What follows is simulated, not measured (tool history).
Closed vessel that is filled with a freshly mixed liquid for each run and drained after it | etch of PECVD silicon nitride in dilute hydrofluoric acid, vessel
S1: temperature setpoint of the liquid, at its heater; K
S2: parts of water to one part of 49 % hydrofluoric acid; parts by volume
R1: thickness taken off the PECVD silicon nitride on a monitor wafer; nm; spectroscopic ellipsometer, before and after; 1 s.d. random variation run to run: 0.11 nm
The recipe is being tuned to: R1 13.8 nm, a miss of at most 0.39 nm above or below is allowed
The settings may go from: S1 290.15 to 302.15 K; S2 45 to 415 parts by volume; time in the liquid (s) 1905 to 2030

Run 1, hour 0: S1 294.15 K, S2 230 parts by volume, time in the liquid (s) 1905. Result: R1 24.46 nm.
Run 2, hour 4.4: S1 294.15 K, S2 230 parts by volume, time in the liquid (s) 2030. Result: R1 26.142 nm.
Run 3, hour 11: S1 294.15 K, S2 285 parts by volume, time in the liquid (s) 2030. Result: R1 20.808 nm.
Run 4, hour 16.9: S1 293.15 K, S2 290 parts by volume, time in the liquid (s) 2030. Result: R1 19.258 nm.
Run 5, hour 21.1: S1 292.65 K, S2 295 parts by volume, time in the liquid (s) 2030. Result: R1 18.313 nm.
Run 6, hour 25.2: S1 292.15 K, S2 300 parts by volume, time in the liquid (s) 2030. Result: R1 17.488 nm.
Run 7, hour 30.1: S1 291.65 K, S2 305 parts by volume, time in the liquid (s) 2030. Result: R1 16.726 nm.
Run 8, hour 37.7: S1 291.15 K, S2 310 parts by volume, time in the liquid (s) 2030. Result: R1 15.8 nm.
Run 9, hour 39.2: S1 291.15 K, S2 315 parts by volume, time in the liquid (s) 2030. Result: R1 15.672 nm.
Run 10, hour 47: S1 291.15 K, S2 320 parts by volume, time in the liquid (s) 2030. Result: R1 15.505 nm.
Run 11, hour 48.9: S1 291.15 K, S2 325 parts by volume, time in the liquid (s) 2030. Result: R1 15.124 nm.
Run 12, hour 55.9: S1 290.65 K, S2 330 parts by volume, time in the liquid (s) 2030. Result: R1 14.431 nm.

Which one of the following 4 next-run settings gets every result inside its allowed miss? There is exactly one.
Run A, hour 62.9: S1 290.15 K, S2 330 parts by volume, time in the liquid (s) 2010. Result: R1 ?.
Run B, hour 62.9: S1 290.15 K, S2 305 parts by volume, time in the liquid (s) 1965. Result: R1 ?.
Run C, hour 62.9: S1 291.15 K, S2 345 parts by volume, time in the liquid (s) 2030. Result: R1 ?.
Run D, hour 62.9: S1 290.15 K, S2 315 parts by volume, time in the liquid (s) 2000. Result: R1 ?.

move      R1
   A  13.919
   B  14.662
   C  14.373
   D  14.474
A: hits every target within its allowed miss
B: misses by more than the last run did
C: closer than the last run, but not yet in spec
D: misses by more than the last run did
A is the move that brings every result within its allowed miss.
